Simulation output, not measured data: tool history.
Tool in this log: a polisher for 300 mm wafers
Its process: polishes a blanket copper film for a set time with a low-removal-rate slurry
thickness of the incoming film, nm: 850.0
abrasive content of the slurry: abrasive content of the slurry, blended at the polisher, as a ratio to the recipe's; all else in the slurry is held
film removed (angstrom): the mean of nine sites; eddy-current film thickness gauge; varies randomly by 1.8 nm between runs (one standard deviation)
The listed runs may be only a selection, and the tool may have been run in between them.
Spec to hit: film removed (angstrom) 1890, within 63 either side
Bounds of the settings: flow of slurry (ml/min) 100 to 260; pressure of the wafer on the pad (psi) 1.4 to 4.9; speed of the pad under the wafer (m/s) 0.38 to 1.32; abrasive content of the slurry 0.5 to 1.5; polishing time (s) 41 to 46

run	day	flow of slurry (ml/min)	pressure of the wafer on the pad (psi)	speed of the pad under the wafer (m/s)	abrasive content of the slurry	polishing time (s)	film removed (angstrom)
1	0	165	3.1	0.84	1	46	1405.7
2	0.188	185	3.1	0.84	1	46	1425.5
3	0.488	185	3.2	0.84	1	46	1454.4
4	0.775	185	2.9	0.84	1	46	1345.5
5	0.871	185	3.1	0.84	1	46	1451.5
6	0.975	190	3.2	0.84	1	46	1457.7
7	1.271	190	3.3	0.84	1	46	1496.8
8	1.317	190	3.4	0.84	1	46	1549.3
9	1.521	190	3.5	0.84	1	46	1584.6
10	1.675	190	3.6	0.84	1	46	1612.9
11	1.792	190	3.6	0.84	1	46	1603.7
12	1.817	190	3.7	0.84	1	46	1628.8
13	1.854	190	3.8	0.84	1	46	1674.9
14	1.962	190	3.8	0.84	1	46	1697.5
15	2.208	190	3.9	0.84	1	46	1734.7
16	2.329	190	4	0.84	1	46	1773.6
17	2.608	195	4.1	0.84	1	46	1817.8

Exactly one of the 4 candidate moves below puts every result within its allowed miss. Which one?
A	2.888	185	4.1	0.98	1.15	41	?
B	2.888	205	4.1	0.88	1	42	?
C	2.888	185	4.9	0.82	0.7	44	?
D	2.888	205	4.4	0.8	1.25	41	?

move	film removed (angstrom)
A	1913
B	1722.3
C	1717.7
D	1754.7
A: hits every target within its allowed miss
B: misses by more than the last run did
C: misses by more than the last run did
D: misses by more than the last run did
So the answer is move A, the one that meets all the targets.
